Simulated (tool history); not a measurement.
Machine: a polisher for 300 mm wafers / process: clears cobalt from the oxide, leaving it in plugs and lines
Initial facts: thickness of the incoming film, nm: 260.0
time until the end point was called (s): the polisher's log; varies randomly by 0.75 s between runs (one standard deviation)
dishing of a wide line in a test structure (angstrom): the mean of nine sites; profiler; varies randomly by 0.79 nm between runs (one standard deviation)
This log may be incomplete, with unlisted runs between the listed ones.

| run | hour | flow of slurry (ml/min) | pressure of the wafer on the pad (psi) | speed of the pad under the wafer (cm/s) | overpolish time after the end point (s) | time until the end point was called (s) | dishing of a wide line in a test structure (angstrom) |
|---|---|---|---|---|---|---|---|
| 1 | 0 | 300 | 1.3 | 76 | 13 | 107.97 | 212.63 |
| 2 | 8 | 245 | 1.3 | 76 | 13 | 110.35 | 218.66 |
| 3 | 10.1 | 305 | 1.3 | 76 | 13 | 108.79 | 212.01 |
| 4 | 17.1 | 305 | 1.3 | 60 | 13 | 134.44 | 190.52 |
| 5 | 22.6 | 305 | 1.3 | 60 | 9 | 133.63 | 133.19 |
| 6 | 29.5 | 305 | 1.3 | 46 | 9 | 178.84 | 109.67 |
| 7 | 33.2 | 310 | 1.5 | 50 | 10 | 141.16 | 148.21 |
| 8 | 36.2 | 315 | 1.6 | 54 | 10 | 121.81 | 157.71 |
| 9 | 38.8 | 315 | 1.7 | 58 | 11 | 109.15 | 191.21 |
| 10 | 47.4 | 315 | 1.8 | 62 | 11 | 96.511 | 205.02 |

Predict the results of run 11:
| 11 | 50.1 | 315 | 1.9 | 64 | 12 | ? | ? |

time until the end point was called (s): 88.413
dishing of a wide line in a test structure (angstrom): 226.3
